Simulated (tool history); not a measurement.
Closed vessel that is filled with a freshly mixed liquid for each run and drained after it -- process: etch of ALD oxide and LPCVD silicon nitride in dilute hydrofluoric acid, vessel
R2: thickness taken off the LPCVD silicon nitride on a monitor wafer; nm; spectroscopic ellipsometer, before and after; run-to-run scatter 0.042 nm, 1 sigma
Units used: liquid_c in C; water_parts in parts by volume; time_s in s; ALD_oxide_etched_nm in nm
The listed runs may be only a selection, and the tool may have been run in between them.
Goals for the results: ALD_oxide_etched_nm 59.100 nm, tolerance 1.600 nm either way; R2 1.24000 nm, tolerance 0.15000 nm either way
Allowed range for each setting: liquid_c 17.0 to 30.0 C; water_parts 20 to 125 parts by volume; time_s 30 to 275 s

{"run": 1, "hour": 0.0, "liquid_c": 22.0, "water_parts": 70, "time_s": 140, "ALD_oxide_etched_nm": 45.251, "R2": 0.8723}
{"run": 2, "hour": 3.0, "liquid_c": 19.0, "water_parts": 70, "time_s": 140, "ALD_oxide_etched_nm": 39.547, "R2": 0.66441}
{"run": 3, "hour": 5.7, "liquid_c": 19.0, "water_parts": 90, "time_s": 140, "ALD_oxide_etched_nm": 30.448, "R2": 0.54385}
{"run": 4, "hour": 7.1, "liquid_c": 19.0, "water_parts": 75, "time_s": 140, "ALD_oxide_etched_nm": 37.153, "R2": 0.62193}
{"run": 5, "hour": 14.5, "liquid_c": 19.0, "water_parts": 100, "time_s": 140, "ALD_oxide_etched_nm": 26.925, "R2": 0.47195}
{"run": 6, "hour": 22.3, "liquid_c": 21.0, "water_parts": 90, "time_s": 140, "ALD_oxide_etched_nm": 32.796, "R2": 0.62456}
{"run": 7, "hour": 26.4, "liquid_c": 22.0, "water_parts": 80, "time_s": 140, "ALD_oxide_etched_nm": 39.455, "R2": 0.72448}
{"run": 8, "hour": 33.1, "liquid_c": 26.0, "water_parts": 75, "time_s": 140, "ALD_oxide_etched_nm": 49.529, "R2": 1.009}
{"run": 9, "hour": 36.6, "liquid_c": 26.5, "water_parts": 75, "time_s": 140, "ALD_oxide_etched_nm": 49.977, "R2": 1.0335}
{"run": 10, "hour": 40.0, "liquid_c": 27.0, "water_parts": 75, "time_s": 140, "ALD_oxide_etched_nm": 51.129, "R2": 1.0627}
{"run": 11, "hour": 46.9, "liquid_c": 27.5, "water_parts": 75, "time_s": 140, "ALD_oxide_etched_nm": 52.559, "R2": 1.0619}
{"run": 12, "hour": 52.6, "liquid_c": 28.0, "water_parts": 75, "time_s": 140, "ALD_oxide_etched_nm": 53.523, "R2": 1.1964}

Below are 5 possible settings for the next run. Only one of them brings all results inside the allowed miss of their targets. Which is it?
{"run": "A", "hour": 58.3, "liquid_c": 26.5, "water_parts": 100, "time_s": 185, "ALD_oxide_etched_nm": "?", "R2": "?"}
{"run": "B", "hour": 58.3, "liquid_c": 29.5, "water_parts": 100, "time_s": 175, "ALD_oxide_etched_nm": "?", "R2": "?"}
{"run": "C", "hour": 58.3, "liquid_c": 27.0, "water_parts": 70, "time_s": 150, "ALD_oxide_etched_nm": "?", "R2": "?"}
{"run": "D", "hour": 58.3, "liquid_c": 23.5, "water_parts": 65, "time_s": 150, "ALD_oxide_etched_nm": "?", "R2": "?"}
{"run": "E", "hour": 58.3, "liquid_c": 29.5, "water_parts": 85, "time_s": 140, "ALD_oxide_etched_nm": "?", "R2": "?"}

move=A ALD_oxide_etched_nm=48.166 R2=0.98830
move=B ALD_oxide_etched_nm=51.094 R2=1.13200
move=C ALD_oxide_etched_nm=59.231 R2=1.17950
move=D ALD_oxide_etched_nm=55.791 R2=1.00630
move=E ALD_oxide_etched_nm=49.119 R2=1.06590
A: further off than the last run
B: further off than the last run
C: in spec on every target
D: better than the last run, though not everything is in spec
E: further off than the last run
C is the move that brings every result within its allowed miss.

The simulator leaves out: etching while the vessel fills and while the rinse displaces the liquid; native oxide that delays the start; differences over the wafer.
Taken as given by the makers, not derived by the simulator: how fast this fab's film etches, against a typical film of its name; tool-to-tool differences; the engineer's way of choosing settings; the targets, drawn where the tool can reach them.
